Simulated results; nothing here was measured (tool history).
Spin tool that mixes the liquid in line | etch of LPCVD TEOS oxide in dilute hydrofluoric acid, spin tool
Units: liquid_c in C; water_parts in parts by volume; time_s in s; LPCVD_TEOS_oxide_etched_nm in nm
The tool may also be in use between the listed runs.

Run 1, hour 0.0: liquid_c 23.0 C, water_parts 80 parts by volume, time_s 50 s. Result: LPCVD_TEOS_oxide_etched_nm 12.688 nm.
Run 2, hour 3.5: liquid_c 23.0 C, water_parts 80 parts by volume, time_s 55 s. Result: LPCVD_TEOS_oxide_etched_nm 13.986 nm.
Run 3, hour 5.6: liquid_c 25.0 C, water_parts 80 parts by volume, time_s 55 s. Result: LPCVD_TEOS_oxide_etched_nm 15.319 nm.
Run 4, hour 8.9: liquid_c 25.0 C, water_parts 80 parts by volume, time_s 50 s. Result: LPCVD_TEOS_oxide_etched_nm 13.723 nm.
Run 5, hour 17.3: liquid_c 26.5 C, water_parts 75 parts by volume, time_s 50 s. Result: LPCVD_TEOS_oxide_etched_nm 15.621 nm.
Run 6, hour 19.6: liquid_c 26.5 C, water_parts 75 parts by volume, time_s 50 s. Result: LPCVD_TEOS_oxide_etched_nm 15.791 nm.
Run 7, hour 21.9: liquid_c 27.5 C, water_parts 75 parts by volume, time_s 50 s. Result: LPCVD_TEOS_oxide_etched_nm 16.152 nm.
Run 8, hour 26.5: liquid_c 28.5 C, water_parts 75 parts by volume, time_s 50 s. Result: LPCVD_TEOS_oxide_etched_nm 16.974 nm.

Run 9 comes next. What will it give?
Run 9, hour 34.2: liquid_c 29.0 C, water_parts 75 parts by volume, time_s 50 s. Result: LPCVD_TEOS_oxide_etched_nm ?.

LPCVD_TEOS_oxide_etched_nm: 17.117 nm

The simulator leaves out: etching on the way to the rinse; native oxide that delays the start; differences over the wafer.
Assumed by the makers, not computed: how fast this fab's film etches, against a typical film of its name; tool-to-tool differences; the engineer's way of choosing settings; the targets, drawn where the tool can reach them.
